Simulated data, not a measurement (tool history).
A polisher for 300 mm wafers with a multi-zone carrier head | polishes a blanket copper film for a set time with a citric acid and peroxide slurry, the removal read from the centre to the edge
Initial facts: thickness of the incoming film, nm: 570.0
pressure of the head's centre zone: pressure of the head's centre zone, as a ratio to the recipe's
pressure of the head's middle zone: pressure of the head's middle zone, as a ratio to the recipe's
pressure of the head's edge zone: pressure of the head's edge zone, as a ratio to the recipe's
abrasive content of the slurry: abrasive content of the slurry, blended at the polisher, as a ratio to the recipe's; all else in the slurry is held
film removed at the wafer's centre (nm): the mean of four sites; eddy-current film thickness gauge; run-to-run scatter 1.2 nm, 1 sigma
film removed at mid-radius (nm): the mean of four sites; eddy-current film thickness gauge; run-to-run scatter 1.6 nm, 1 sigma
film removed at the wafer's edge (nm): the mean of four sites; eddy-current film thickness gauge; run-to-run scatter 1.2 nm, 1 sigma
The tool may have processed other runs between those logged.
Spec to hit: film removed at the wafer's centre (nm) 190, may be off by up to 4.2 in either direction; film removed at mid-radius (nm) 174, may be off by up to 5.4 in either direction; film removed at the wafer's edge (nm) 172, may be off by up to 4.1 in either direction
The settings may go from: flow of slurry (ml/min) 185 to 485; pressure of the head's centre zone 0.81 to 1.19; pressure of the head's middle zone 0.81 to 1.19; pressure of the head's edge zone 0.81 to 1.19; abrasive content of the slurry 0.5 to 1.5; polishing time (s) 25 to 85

run,day,flow of slurry (ml/min),pressure of the head's centre zone,pressure of the head's middle zone,pressure of the head's edge zone,abrasive content of the slurry,polishing time (s),film removed at the wafer's centre (nm),film removed at mid-radius (nm),film removed at the wafer's edge (nm)
1,0,310,1,1,1,1,55,199.79,193.4,193.02
2,0.1,310,1,0.97,1,1,55,198.4,186.71,194.66
3,0.329,300,1,0.97,0.97,1,55,197.62,188.4,190.43
4,0.688,300,1,0.97,1.02,1,55,199.04,187.14,198.52
5,0.833,300,1,0.93,1.02,1,55,199.29,181.6,195.04
6,1.167,295,1,0.92,0.99,1,55,197.29,181.27,192.02
7,1.388,255,1.02,0.88,0.89,0.85,55,194.66,166.11,178.3
8,1.675,255,1.02,0.89,0.88,0.85,55,193.47,169.93,176.35
9,1.725,255,1.02,0.89,0.87,0.85,55,194.82,170.55,176.26
10,1.946,250,1.02,0.89,0.86,0.85,55,192.68,169.3,177.34

Which single option among these 4 for the next run brings every result within its allowed miss of target? Just one does.
A,2.167,220,1.05,0.87,0.93,0.7,57,?,?,?
B,2.167,280,0.94,0.81,0.88,0.75,59,?,?,?
C,2.167,235,1,0.93,0.81,0.8,56,?,?,?
D,2.167,280,1.01,0.86,0.85,0.95,53,?,?,?

move,film removed at the wafer's centre (nm),film removed at mid-radius (nm),film removed at the wafer's edge (nm)
A,198.37,167.02,182.68
B,193.6,168.66,189.55
C,191.88,177.61,172.65
D,191,164.29,173.24
A: further off than the last run
B: further off than the last run
C: all results land within tolerance of their targets
D: brings the result that was furthest off to its target, and leaves another outside
Go with C: it meets all targets.

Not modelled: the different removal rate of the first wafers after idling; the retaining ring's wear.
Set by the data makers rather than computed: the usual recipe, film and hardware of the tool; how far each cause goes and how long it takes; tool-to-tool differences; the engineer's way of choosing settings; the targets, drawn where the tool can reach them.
